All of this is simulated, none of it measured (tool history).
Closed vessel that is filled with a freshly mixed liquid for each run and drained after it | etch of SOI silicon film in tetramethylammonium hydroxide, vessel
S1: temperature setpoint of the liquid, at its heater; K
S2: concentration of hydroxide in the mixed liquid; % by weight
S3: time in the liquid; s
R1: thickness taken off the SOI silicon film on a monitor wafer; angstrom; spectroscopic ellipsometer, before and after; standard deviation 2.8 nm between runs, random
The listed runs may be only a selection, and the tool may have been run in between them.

run,day,S1,S2,S3,R1
1,0,337.15,20,105,4465.5
2,0.062,337.15,16.5,105,4794.8
3,0.142,335.15,16.5,105,4371.4
4,0.475,333.15,16.5,105,3783.7
5,0.512,333.15,14,105,4063.3
6,0.767,332.15,14,105,3838.6

Run 7 comes next. What will it give?
7,1.133,331.15,14,105,?

{"run 7": {"R1": 3541.5}}
